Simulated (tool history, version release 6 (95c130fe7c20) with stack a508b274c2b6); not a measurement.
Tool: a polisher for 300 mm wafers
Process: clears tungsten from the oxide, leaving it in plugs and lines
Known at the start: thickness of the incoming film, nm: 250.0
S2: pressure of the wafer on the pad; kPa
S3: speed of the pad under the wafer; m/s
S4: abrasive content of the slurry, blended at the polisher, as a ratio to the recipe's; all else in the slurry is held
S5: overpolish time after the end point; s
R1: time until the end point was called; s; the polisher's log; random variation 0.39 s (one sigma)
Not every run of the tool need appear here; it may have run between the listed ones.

{"run": 1, "day": 0.0, "flow of slurry (ml/min)": 225, "S2": 29, "S3": 0.9, "S4": 1, "S5": 46, "R1": 69.357}
{"run": 2, "day": 0.342, "flow of slurry (ml/min)": 225, "S2": 29, "S3": 0.9, "S4": 1.2, "S5": 46, "R1": 66.479}
{"run": 3, "day": 0.496, "flow of slurry (ml/min)": 225, "S2": 29, "S3": 0.9, "S4": 1.35, "S5": 46, "R1": 65.722}
{"run": 4, "day": 0.708, "flow of slurry (ml/min)": 225, "S2": 31, "S3": 0.9, "S4": 1.35, "S5": 46, "R1": 62.193}
{"run": 5, "day": 0.933, "flow of slurry (ml/min)": 225, "S2": 33.1, "S3": 0.9, "S4": 1.35, "S5": 46, "R1": 57.259}
{"run": 6, "day": 1.233, "flow of slurry (ml/min)": 225, "S2": 34.5, "S3": 0.9, "S4": 1.35, "S5": 46, "R1": 55.351}
{"run": 7, "day": 1.475, "flow of slurry (ml/min)": 225, "S2": 35.9, "S3": 0.9, "S4": 1.35, "S5": 46, "R1": 53.256}
{"run": 8, "day": 1.504, "flow of slurry (ml/min)": 225, "S2": 36.5, "S3": 0.9, "S4": 1.35, "S5": 46, "R1": 53.2}
{"run": 9, "day": 1.696, "flow of slurry (ml/min)": 225, "S2": 37.2, "S3": 0.9, "S4": 1.35, "S5": 46, "R1": 51.44}

Run 10 is up next; what results do you expect?
{"run": 10, "day": 2.067, "flow of slurry (ml/min)": 225, "S2": 37.9, "S3": 0.9, "S4": 1.35, "S5": 46, "R1": "?"}

R1: 50.188 s

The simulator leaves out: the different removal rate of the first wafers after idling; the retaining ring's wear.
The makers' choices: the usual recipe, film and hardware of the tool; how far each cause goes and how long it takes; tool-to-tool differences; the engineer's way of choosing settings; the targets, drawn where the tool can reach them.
